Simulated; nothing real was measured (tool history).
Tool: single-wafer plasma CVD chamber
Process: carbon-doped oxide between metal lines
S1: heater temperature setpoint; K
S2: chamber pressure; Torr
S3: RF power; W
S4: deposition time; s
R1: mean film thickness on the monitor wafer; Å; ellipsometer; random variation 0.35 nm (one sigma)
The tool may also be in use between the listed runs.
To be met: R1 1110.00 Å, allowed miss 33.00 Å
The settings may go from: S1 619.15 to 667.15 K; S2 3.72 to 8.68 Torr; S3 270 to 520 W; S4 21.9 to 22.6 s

Run 1, day 0.000: S1 643.15 K, S2 6.20 Torr, S3 395 W, S4 21.9 s. Result: R1 900.74 Å.
Run 2, day 0.250: S1 643.15 K, S2 6.23 Torr, S3 415 W, S4 22.0 s. Result: R1 942.17 Å.
Run 3, day 0.338: S1 643.15 K, S2 6.23 Torr, S3 415 W, S4 21.9 s. Result: R1 943.42 Å.
Run 4, day 0.496: S1 643.15 K, S2 6.26 Torr, S3 430 W, S4 22.0 s. Result: R1 971.82 Å.
Run 5, day 0.600: S1 643.15 K, S2 6.26 Torr, S3 375 W, S4 22.0 s. Result: R1 869.80 Å.
Run 6, day 0.792: S1 643.15 K, S2 6.26 Torr, S3 350 W, S4 22.0 s. Result: R1 824.80 Å.
Run 7, day 0.971: S1 643.15 K, S2 6.29 Torr, S3 375 W, S4 22.1 s. Result: R1 877.68 Å.
Run 8, day 1.108: S1 643.15 K, S2 6.34 Torr, S3 395 W, S4 22.2 s. Result: R1 918.46 Å.
Run 9, day 1.150: S1 643.15 K, S2 6.37 Torr, S3 410 W, S4 22.3 s. Result: R1 949.73 Å.
Run 10, day 1.325: S1 643.15 K, S2 6.37 Torr, S3 410 W, S4 22.3 s. Result: R1 949.20 Å.
Run 11, day 1.400: S1 643.15 K, S2 6.39 Torr, S3 425 W, S4 22.4 s. Result: R1 982.19 Å.
Run 12, day 1.571: S1 643.15 K, S2 6.41 Torr, S3 435 W, S4 22.4 s. Result: R1 1002.00 Å.
Run 13, day 1.725: S1 643.15 K, S2 6.42 Torr, S3 445 W, S4 22.4 s. Result: R1 1023.00 Å.
Run 14, day 2.075: S1 643.15 K, S2 6.43 Torr, S3 450 W, S4 22.4 s. Result: R1 1033.60 Å.
Run 15, day 2.371: S1 643.15 K, S2 6.44 Torr, S3 455 W, S4 22.4 s. Result: R1 1038.40 Å.
Run 16, day 2.454: S1 643.15 K, S2 6.45 Torr, S3 460 W, S4 22.4 s. Result: R1 1051.60 Å.
Run 17, day 2.708: S1 643.15 K, S2 6.46 Torr, S3 465 W, S4 22.4 s. Result: R1 1058.30 Å.
Run 18, day 2.829: S1 643.15 K, S2 6.47 Torr, S3 470 W, S4 22.4 s. Result: R1 1064.70 Å.
Run 19, day 3.029: S1 643.15 K, S2 6.48 Torr, S3 475 W, S4 22.4 s. Result: R1 1071.30 Å.

4 next moves are on the table. One of them brings every result within its allowed miss. Which?
Run A, day 3.229: S1 633.15 K, S2 7.19 Torr, S3 465 W, S4 22.6 s. Result: R1 ?.
Run B, day 3.229: S1 627.15 K, S2 6.02 Torr, S3 510 W, S4 22.6 s. Result: R1 ?.
Run C, day 3.229: S1 636.15 K, S2 6.47 Torr, S3 440 W, S4 22.6 s. Result: R1 ?.
Run D, day 3.229: S1 640.15 K, S2 6.61 Torr, S3 520 W, S4 22.6 s. Result: R1 ?.

move       R1
   A  1101.70
   B  1165.20
   C  1041.30
   D  1161.30
A: meets every target
B: takes the result that was furthest off past its target
C: further off than the last run
D: takes the result that was furthest off past its target
Answer: A

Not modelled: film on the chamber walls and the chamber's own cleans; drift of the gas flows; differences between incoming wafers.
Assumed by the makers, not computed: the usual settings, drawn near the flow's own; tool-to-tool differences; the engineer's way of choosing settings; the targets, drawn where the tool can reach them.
